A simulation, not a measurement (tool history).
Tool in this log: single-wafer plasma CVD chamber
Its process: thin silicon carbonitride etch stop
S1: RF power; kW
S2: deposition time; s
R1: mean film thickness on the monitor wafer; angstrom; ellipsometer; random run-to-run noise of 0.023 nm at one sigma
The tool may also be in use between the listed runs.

run,day,S1,S2,R1
1,0.000,0.215,11.4,64.613
2,0.208,0.205,11.0,60.421
3,0.342,0.225,11.0,63.189
4,0.533,0.210,10.8,60.057
5,0.712,0.210,11.9,66.928
6,1.046,0.195,11.5,62.175
7,1.242,0.185,11.3,59.404

For run 8, what comes out?
# day 1.550: RF generator calibrated
8,1.550,0.155,11.0,?

Run 8 gave R1 53.368 angstrom.
